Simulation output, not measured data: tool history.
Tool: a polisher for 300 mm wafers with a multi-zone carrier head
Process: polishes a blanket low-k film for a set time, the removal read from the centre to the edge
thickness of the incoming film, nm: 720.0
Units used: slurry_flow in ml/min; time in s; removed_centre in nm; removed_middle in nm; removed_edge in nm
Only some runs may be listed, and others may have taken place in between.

{"run": 1, "day": 0.0, "slurry_flow": 240, "centre_zone": 1.0, "middle_zone": 1.0, "edge_zone": 1.0, "slurry_solids": 1.0, "time": 75, "removed_centre": 43.197, "removed_middle": 44.711, "removed_edge": 44.765}
{"run": 2, "day": 0.25, "slurry_flow": 240, "centre_zone": 0.98, "middle_zone": 1.02, "edge_zone": 1.03, "slurry_solids": 1.1, "time": 76, "removed_centre": 45.525, "removed_middle": 48.504, "removed_edge": 49.521}
{"run": 3, "day": 0.421, "slurry_flow": 240, "centre_zone": 0.98, "middle_zone": 0.97, "edge_zone": 1.03, "slurry_solids": 1.1, "time": 76, "removed_centre": 46.334, "removed_middle": 46.176, "removed_edge": 49.764}
{"run": 4, "day": 0.758, "slurry_flow": 245, "centre_zone": 0.97, "middle_zone": 1.01, "edge_zone": 1.05, "slurry_solids": 1.15, "time": 76, "removed_centre": 47.276, "removed_middle": 48.935, "removed_edge": 51.329}
{"run": 5, "day": 1.029, "slurry_flow": 245, "centre_zone": 0.97, "middle_zone": 1.01, "edge_zone": 1.05, "slurry_solids": 1.25, "time": 76, "removed_centre": 49.747, "removed_middle": 51.317, "removed_edge": 53.257}
{"run": 6, "day": 1.317, "slurry_flow": 245, "centre_zone": 0.97, "middle_zone": 0.97, "edge_zone": 1.05, "slurry_solids": 1.25, "time": 76, "removed_centre": 49.838, "removed_middle": 50.236, "removed_edge": 53.032}
{"run": 7, "day": 1.379, "slurry_flow": 285, "centre_zone": 0.87, "middle_zone": 1.07, "edge_zone": 1.14, "slurry_solids": 1.5, "time": 78, "removed_centre": 50.283, "removed_middle": 60.428, "removed_edge": 63.673}

What will run 8 give?
{"run": 8, "day": 1.4, "slurry_flow": 290, "centre_zone": 0.87, "middle_zone": 1.09, "edge_zone": 1.14, "slurry_solids": 1.5, "time": 78, "removed_centre": "?", "removed_middle": "?", "removed_edge": "?"}

{"run 8": {"removed_centre": 50.066, "removed_middle": 61.966, "removed_edge": 63.551}}
